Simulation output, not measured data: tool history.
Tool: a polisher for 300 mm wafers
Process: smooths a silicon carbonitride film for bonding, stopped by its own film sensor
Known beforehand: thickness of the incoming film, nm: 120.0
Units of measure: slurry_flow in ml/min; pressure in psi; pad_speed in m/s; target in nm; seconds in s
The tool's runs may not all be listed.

run	day	slurry_flow	pressure	pad_speed	slurry_solids	target	seconds
1	0	210	1.5	0.8	1	110	68.342
2	0.188	210	1.5	0.8	1	110	68.589
3	0.546	210	1.5	0.62	1	110	83.682
4	0.817	210	1.4	0.62	1	110	89.828
5	0.988	210	1.4	0.62	1.1	110	86.506
6	1.238	230	1.4	0.62	1.1	110	84.223
7	1.475	230	1.3	0.62	1.1	110	88.42

Forecast run 8:
8	1.646	225	1.2	0.62	1.1	110	?

Run 8 produced seconds 92.047 s.
